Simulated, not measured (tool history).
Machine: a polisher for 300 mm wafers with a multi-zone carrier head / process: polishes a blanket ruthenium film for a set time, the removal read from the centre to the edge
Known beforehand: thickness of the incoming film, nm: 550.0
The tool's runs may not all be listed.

run,hour,flow of slurry (ml/min),pressure of the head's centre zone,pressure of the head's middle zone,pressure of the head's edge zone,polishing time (s),film removed at the wafer's centre (nm),film removed at mid-radius (nm),film removed at the wafer's edge (nm)
1,0,250,1,1,1,32,43.052,44.503,43.34
2,2.2,250,1,1,0.96,32,43.079,44.357,41.974
3,10.6,245,1,0.96,0.95,32,42.634,42.899,42.194
4,17.7,240,1.01,0.93,0.94,32,42.961,40.061,41.376
5,22.6,235,1.01,0.92,0.93,32,43.022,40.608,41.28
6,27.9,235,0.92,0.92,0.93,32,40.626,40.216,42.264
7,31.2,235,0.92,0.92,0.93,32,40.102,40.067,41.528
8,32.7,235,0.92,0.92,0.93,32,40.655,40.91,41.145

For run 9, what comes out?
# hour 39.5: worn pad replaced by a new one
9,39.5,215,0.98,0.82,0.9,31,?,?,?

{"run 9": {"film removed at the wafer's centre (nm)": 43.958, "film removed at mid-radius (nm)": 39.355, "film removed at the wafer's edge (nm)": 43.906}}
